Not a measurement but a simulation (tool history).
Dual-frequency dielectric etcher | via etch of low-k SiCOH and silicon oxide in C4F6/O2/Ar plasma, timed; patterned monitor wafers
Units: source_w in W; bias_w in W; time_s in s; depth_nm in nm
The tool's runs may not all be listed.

| run | hour | source_w | bias_w | time_s | depth_nm |
|---|---|---|---|---|---|
| 1 | 0 | 290 | 248 | 36.5 | 99.919 |
| 2 | 6.9 | 290 | 266 | 36.5 | 102.32 |
| 3 | 10.8 | 280 | 264 | 36.5 | 100.4 |
| 4 | 12.8 | 280 | 248 | 36.5 | 99.537 |
| 5 | 17.8 | 280 | 222 | 36.5 | 94.758 |
| 6 | 18.9 | 280 | 221 | 36.5 | 95.976 |
| 7 | 19.6 | 280 | 220 | 36.5 | 96.316 |
| 8 | 28.6 | 280 | 219 | 36.5 | 94.919 |

Forecast run 9:
| 9 | 37.4 | 280 | 218 | 36.5 | ? |

depth_nm: 95.541 nm
